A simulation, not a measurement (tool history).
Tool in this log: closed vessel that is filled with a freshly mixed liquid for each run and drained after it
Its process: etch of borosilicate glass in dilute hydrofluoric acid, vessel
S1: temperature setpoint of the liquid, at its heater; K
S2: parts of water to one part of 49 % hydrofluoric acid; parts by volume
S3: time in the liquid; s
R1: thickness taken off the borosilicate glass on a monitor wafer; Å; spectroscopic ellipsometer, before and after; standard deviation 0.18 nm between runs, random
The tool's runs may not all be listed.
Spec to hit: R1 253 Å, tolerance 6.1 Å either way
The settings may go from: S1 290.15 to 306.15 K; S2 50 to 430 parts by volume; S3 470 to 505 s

{"run": 1, "hour": 0.0, "S1": 298.15, "S2": 240, "S3": 470, "R1": 301.74}
{"run": 2, "hour": 6.3, "S1": 297.15, "S2": 240, "S3": 470, "R1": 289.27}
{"run": 3, "hour": 11.6, "S1": 296.65, "S2": 240, "S3": 470, "R1": 286.04}
{"run": 4, "hour": 17.6, "S1": 295.15, "S2": 240, "S3": 470, "R1": 273.38}
{"run": 5, "hour": 22.3, "S1": 294.65, "S2": 240, "S3": 470, "R1": 264.52}
{"run": 6, "hour": 26.9, "S1": 294.65, "S2": 295, "S3": 470, "R1": 204.65}
{"run": 7, "hour": 32.6, "S1": 295.65, "S2": 295, "S3": 470, "R1": 214.13}
{"run": 8, "hour": 41.0, "S1": 296.15, "S2": 295, "S3": 470, "R1": 218.97}
{"run": 9, "hour": 45.8, "S1": 296.65, "S2": 295, "S3": 470, "R1": 219.42}
{"run": 10, "hour": 50.6, "S1": 297.15, "S2": 295, "S3": 470, "R1": 228.26}
{"run": 11, "hour": 59.1, "S1": 297.65, "S2": 295, "S3": 470, "R1": 232.22}
{"run": 12, "hour": 62.0, "S1": 298.15, "S2": 295, "S3": 470, "R1": 230.87}
{"run": 13, "hour": 63.5, "S1": 298.65, "S2": 295, "S3": 470, "R1": 239.18}
{"run": 14, "hour": 65.6, "S1": 299.65, "S2": 295, "S3": 470, "R1": 243.69}
{"run": 15, "hour": 67.1, "S1": 299.65, "S2": 295, "S3": 470, "R1": 244.41}

Of the 4 settings listed for the next run, only one would bring every result within its allowed miss of target. Which one?
{"run": "A", "hour": 68.6, "S1": 300.65, "S2": 295, "S3": 470, "R1": "?"}
{"run": "B", "hour": 68.6, "S1": 299.15, "S2": 325, "S3": 505, "R1": "?"}
{"run": "C", "hour": 68.6, "S1": 300.65, "S2": 315, "S3": 480, "R1": "?"}
{"run": "D", "hour": 68.6, "S1": 299.15, "S2": 305, "S3": 485, "R1": "?"}

move=A R1=255.12
move=B R1=229.54
move=C R1=238.98
move=D R1=239.65
A: all results in spec
B: further off than the last run
C: further off than the last run
D: further off than the last run
Answer: A

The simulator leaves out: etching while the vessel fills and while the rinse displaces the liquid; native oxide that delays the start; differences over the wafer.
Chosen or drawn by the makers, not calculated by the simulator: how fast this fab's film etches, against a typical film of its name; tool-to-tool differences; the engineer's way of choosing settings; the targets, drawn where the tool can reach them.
